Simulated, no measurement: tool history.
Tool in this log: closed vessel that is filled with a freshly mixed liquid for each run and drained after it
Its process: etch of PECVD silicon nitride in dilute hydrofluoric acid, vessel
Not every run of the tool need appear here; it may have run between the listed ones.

run,day,temperature setpoint of the liquid (°C),parts of water to one part of 49 % hydrofluoric acid (parts by volume),time in the liquid (s),thickness taken off the PECVD silicon nitride on a monitor wafer (nm)
1,0,25,85,1020,62.462
2,0.304,24.5,85,1020,61.088
3,0.596,22,85,1020,51.184
4,0.95,22,75,1020,58.293
5,1.308,21.5,75,1020,56.053
6,1.567,24.5,75,1020,68.536

Run 7, settings as shown, results not yet in. Your forecast:
7,1.767,23.5,75,1020,?

thickness taken off the PECVD silicon nitride on a monitor wafer (nm): 63.911

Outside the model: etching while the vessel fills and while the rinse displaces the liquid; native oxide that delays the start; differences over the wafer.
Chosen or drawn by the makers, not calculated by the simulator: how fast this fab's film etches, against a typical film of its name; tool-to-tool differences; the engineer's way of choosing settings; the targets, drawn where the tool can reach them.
